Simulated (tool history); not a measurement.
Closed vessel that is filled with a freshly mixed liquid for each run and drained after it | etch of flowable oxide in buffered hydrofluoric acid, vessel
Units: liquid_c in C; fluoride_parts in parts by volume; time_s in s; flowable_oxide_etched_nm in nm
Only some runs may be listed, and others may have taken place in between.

| run | hour | liquid_c | fluoride_parts | time_s | flowable_oxide_etched_nm |
|---|---|---|---|---|---|
| 1 | 0 | 22 | 14 | 30 | 58.231 |
| 2 | 1.2 | 20.5 | 14.5 | 30 | 51.955 |
| 3 | 5.4 | 19.5 | 15 | 30 | 47.575 |
| 4 | 11.6 | 19 | 15 | 30 | 46.094 |
| 5 | 18.2 | 19 | 11 | 30 | 62.066 |
| 6 | 24 | 22.5 | 11 | 30 | 75.523 |
| 7 | 28.9 | 21 | 12 | 30 | 64.431 |
| 8 | 34.3 | 20 | 13 | 30 | 56.434 |
| 9 | 38.1 | 19 | 13.5 | 30 | 51.324 |

What will run 10 give?
| 10 | 42.8 | 18.5 | 14 | 30 | ? |

flowable_oxide_etched_nm: 47.841 nm
